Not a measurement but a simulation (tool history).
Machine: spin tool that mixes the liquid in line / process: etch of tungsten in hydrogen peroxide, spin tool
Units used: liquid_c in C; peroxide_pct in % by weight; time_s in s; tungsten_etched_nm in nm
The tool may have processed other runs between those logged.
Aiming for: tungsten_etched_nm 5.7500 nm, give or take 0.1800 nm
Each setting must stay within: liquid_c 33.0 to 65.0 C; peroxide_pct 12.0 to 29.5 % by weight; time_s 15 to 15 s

run  hour  liquid_c  peroxide_pct  time_s  tungsten_etched_nm
  1   0.0      49.0          20.0      15             12.0560
  2   6.7      49.0          16.5      15             10.8560
  3  12.0      49.0          16.5      15             10.8720
  4  19.1      49.0          14.0      15             10.0910
  5  27.0      49.0          14.0      15             10.0460
  6  32.7      46.5          14.0      15              8.7259
  7  38.4      44.5          14.0      15              7.5875
  8  42.8      39.5          14.0      15              5.5427

Which of these 5 next moves meets every target?
  A  47.2      37.5          19.5      15                   ?
  B  47.2      42.0          13.0      15                   ?
  C  47.2      39.5          12.5      15                   ?
  D  47.2      40.5          12.0      15                   ?
  E  47.2      42.5          12.0      15                   ?

move  tungsten_etched_nm
   A              5.7065
   B              6.2479
   C              5.2106
   D              5.4487
   E              6.1985
A: every result lands within tolerance
B: takes the biggest miss from the last run beyond its target
C: lands further from the targets than the last run did
D: lands further from the targets than the last run did
E: takes the biggest miss from the last run beyond its target
A is the move that brings every result within its allowed miss.

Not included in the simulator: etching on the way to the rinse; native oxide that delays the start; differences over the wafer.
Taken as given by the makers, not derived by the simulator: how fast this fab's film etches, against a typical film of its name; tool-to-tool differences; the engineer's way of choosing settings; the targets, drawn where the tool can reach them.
